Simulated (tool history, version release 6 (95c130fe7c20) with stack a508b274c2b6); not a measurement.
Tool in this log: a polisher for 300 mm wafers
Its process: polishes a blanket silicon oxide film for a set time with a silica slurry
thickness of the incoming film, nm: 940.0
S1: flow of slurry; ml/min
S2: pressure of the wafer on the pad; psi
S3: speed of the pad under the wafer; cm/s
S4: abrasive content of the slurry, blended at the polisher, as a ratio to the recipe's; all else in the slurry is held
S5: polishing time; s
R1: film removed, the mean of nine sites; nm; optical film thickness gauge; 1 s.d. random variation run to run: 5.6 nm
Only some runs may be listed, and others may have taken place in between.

| run | hour | S1 | S2 | S3 | S4 | S5 | R1 |
|---|---|---|---|---|---|---|---|
| 1 | 0 | 195 | 4.4 | 120 | 1 | 112 | 353.89 |
| 2 | 4 | 175 | 4.4 | 120 | 1 | 112 | 344.15 |
| 3 | 5.8 | 185 | 4.7 | 120 | 1 | 112 | 363.84 |
| 4 | 14.1 | 190 | 5 | 120 | 1 | 112 | 382.23 |
| 5 | 15.6 | 195 | 5.3 | 120 | 1 | 112 | 404.2 |
| 6 | 24 | 195 | 5.5 | 120 | 1 | 112 | 410.3 |
| 7 | 27.5 | 195 | 5.5 | 120 | 1 | 112 | 416.64 |
| 8 | 31.3 | 195 | 5.7 | 120 | 1 | 112 | 426.74 |
| 9 | 36.1 | 195 | 5.7 | 120 | 1 | 112 | 426.21 |
| 10 | 39.4 | 195 | 5.8 | 120 | 1 | 112 | 418.41 |
| 11 | 47.7 | 205 | 5.9 | 120 | 1 | 112 | 438.47 |
| 12 | 52.5 | 205 | 6 | 120 | 1 | 112 | 435.19 |
| 13 | 61.2 | 205 | 6.1 | 120 | 1 | 112 | 443.01 |

The next listed run, before its measurement:
| 14 | 66.2 | 205 | 6.2 | 120 | 1 | 112 | ? |

{"run 14": {"R1": 452.53}}

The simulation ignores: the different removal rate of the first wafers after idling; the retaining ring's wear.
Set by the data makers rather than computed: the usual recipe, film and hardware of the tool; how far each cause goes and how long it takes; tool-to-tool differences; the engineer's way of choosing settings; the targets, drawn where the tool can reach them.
